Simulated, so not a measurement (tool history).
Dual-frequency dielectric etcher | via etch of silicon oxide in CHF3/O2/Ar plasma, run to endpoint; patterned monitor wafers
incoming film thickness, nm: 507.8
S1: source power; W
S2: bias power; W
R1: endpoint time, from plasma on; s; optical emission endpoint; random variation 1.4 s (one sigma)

run 1 hour=0 | S1=580 S2=214 | R1=251.5
run 2 hour=6.3 | S1=520 S2=214 | R1=259.34
run 3 hour=10 | S1=610 S2=214 | R1=247.69
run 4 hour=17.6 | S1=620 S2=216 | R1=245.87
run 5 hour=18.6 | S1=530 S2=216 | R1=254.88
run 6 hour=22.6 | S1=530 S2=237 | R1=251.69
run 7 hour=30.2 | S1=550 S2=240 | R1=247.84
run 8 hour=34.7 | S1=560 S2=243 | R1=242.21
run 9 hour=40 | S1=570 S2=244 | R1=242.21
run 10 hour=42.2 | S1=580 S2=246 | R1=240.06
run 11 hour=46.9 | S1=590 S2=247 | R1=240.28
run 12 hour=54.1 | S1=600 S2=249 | R1=236.36
run 13 hour=62.5 | S1=610 S2=250 | R1=234.68
run 14 hour=69.3 | S1=610 S2=251 | R1=235.07
run 15 hour=70 | S1=620 S2=252 | R1=235.4

Run 16 comes next. What will it give?
run 16 hour=77.1 | S1=630 S2=253 | R1=?

Run 16 gave R1 233.88 s.

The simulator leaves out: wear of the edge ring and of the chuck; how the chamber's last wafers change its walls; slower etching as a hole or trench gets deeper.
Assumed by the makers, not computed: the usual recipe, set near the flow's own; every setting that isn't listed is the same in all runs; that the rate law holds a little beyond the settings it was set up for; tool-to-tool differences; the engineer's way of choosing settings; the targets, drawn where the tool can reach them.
